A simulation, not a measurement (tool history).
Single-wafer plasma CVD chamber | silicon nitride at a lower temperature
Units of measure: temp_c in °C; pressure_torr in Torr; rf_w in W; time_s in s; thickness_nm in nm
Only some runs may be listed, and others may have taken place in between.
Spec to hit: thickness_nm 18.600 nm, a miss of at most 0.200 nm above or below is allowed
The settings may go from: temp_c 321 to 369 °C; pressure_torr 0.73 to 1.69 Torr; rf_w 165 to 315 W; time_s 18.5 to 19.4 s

run,hour,temp_c,pressure_torr,rf_w,time_s,thickness_nm
1,0.0,345,1.21,240,19.4,16.537
2,6.9,345,1.31,240,19.4,16.929
3,14.2,356,1.31,240,19.4,16.884
4,22.2,356,1.39,240,19.4,17.149
5,26.9,356,1.39,240,18.5,16.413
6,34.6,356,1.45,245,18.5,16.879
7,42.5,356,1.50,250,18.5,17.240
8,46.3,356,1.54,255,18.5,17.677
9,53.3,356,1.57,255,18.5,17.832
# hour 58.2: thermocouple changed; heater temperature recalibrated
10,58.2,356,1.60,255,18.5,17.932
11,64.6,356,1.62,255,18.5,18.010
12,67.5,356,1.64,255,18.5,18.041
13,74.9,356,1.65,255,18.5,18.022

Below are 5 possible settings for the next run. Only one of them brings all results inside the allowed miss of their targets. Which is it?
A,82.3,356,1.44,260,18.8,?
B,82.3,354,1.52,250,18.7,?
C,82.3,353,1.65,235,19.0,?
D,82.3,354,1.58,260,18.5,?
E,82.3,362,1.52,265,19.1,?

move,thickness_nm
A,17.832
B,17.520
C,17.413
D,18.061
E,18.632
A: the biggest miss grows against the last run
B: the biggest miss grows against the last run
C: the biggest miss grows against the last run
D: nearer the targets than the last run, but a result is still out of spec
E: in spec on every target
The move that meets every target is E.

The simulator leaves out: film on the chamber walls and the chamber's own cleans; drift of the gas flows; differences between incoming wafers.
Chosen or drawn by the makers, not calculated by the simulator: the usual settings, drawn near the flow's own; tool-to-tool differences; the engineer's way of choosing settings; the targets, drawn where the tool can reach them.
